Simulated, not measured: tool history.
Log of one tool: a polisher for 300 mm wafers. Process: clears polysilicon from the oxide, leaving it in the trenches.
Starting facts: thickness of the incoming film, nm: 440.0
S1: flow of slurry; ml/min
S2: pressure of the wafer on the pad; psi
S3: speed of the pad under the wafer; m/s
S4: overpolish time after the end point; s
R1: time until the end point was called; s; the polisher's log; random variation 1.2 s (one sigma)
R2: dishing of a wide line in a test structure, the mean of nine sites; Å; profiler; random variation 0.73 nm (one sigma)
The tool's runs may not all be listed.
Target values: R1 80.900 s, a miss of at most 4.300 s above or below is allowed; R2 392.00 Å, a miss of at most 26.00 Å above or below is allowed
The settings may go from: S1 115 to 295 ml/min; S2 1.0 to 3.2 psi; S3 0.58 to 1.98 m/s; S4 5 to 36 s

| run | hour | S1 | S2 | S3 | S4 | R1 | R2 |
|---|---|---|---|---|---|---|---|
| 1 | 0.0 | 190 | 2.1 | 1.28 | 18 | 31.924 | 480.17 |
| 2 | 4.3 | 190 | 1.9 | 1.16 | 15 | 39.844 | 466.99 |
| 3 | 5.4 | 190 | 1.9 | 1.16 | 22 | 39.219 | 479.11 |
| 4 | 14.0 | 195 | 1.7 | 1.10 | 18 | 45.279 | 481.64 |
| 5 | 17.8 | 175 | 1.7 | 0.98 | 15 | 52.574 | 447.35 |
| 6 | 26.2 | 175 | 2.1 | 0.98 | 15 | 42.179 | 472.44 |
| 7 | 28.5 | 160 | 1.9 | 0.98 | 13 | 47.587 | 457.51 |
| 8 | 34.1 | 150 | 1.7 | 0.98 | 11 | 53.823 | 443.83 |
| 9 | 38.2 | 140 | 1.5 | 0.98 | 10 | 61.094 | 385.22 |
| 10 | 40.1 | 150 | 1.4 | 0.94 | 11 | 66.877 | 395.63 |
| 11 | 48.1 | 155 | 1.3 | 0.92 | 11 | 73.076 | 385.24 |
| 12 | 52.1 | 155 | 1.3 | 0.92 | 11 | 75.317 | 366.25 |
| 13 | 60.8 | 155 | 1.3 | 0.90 | 13 | 75.039 | 399.00 |

Exactly one of the 4 candidate moves below puts every result within its allowed miss. Which one?
| A | 69.5 | 185 | 1.3 | 0.80 | 13 | ? | ? |
| B | 69.5 | 150 | 1.7 | 0.76 | 17 | ? | ? |
| C | 69.5 | 115 | 1.6 | 0.74 | 9 | ? | ? |
| D | 69.5 | 115 | 1.3 | 1.04 | 11 | ? | ? |

| move | R1 | R2 |
|---|---|---|
| A | 78.808 | 401.77 |
| B | 66.422 | 457.26 |
| C | 76.869 | 344.00 |
| D | 67.708 | 399.41 |
A: all results in spec
B: moves away from the targets compared with the last run
C: gets the furthest-off result to its target, but another result is out of tolerance
D: moves away from the targets compared with the last run
Answer: A

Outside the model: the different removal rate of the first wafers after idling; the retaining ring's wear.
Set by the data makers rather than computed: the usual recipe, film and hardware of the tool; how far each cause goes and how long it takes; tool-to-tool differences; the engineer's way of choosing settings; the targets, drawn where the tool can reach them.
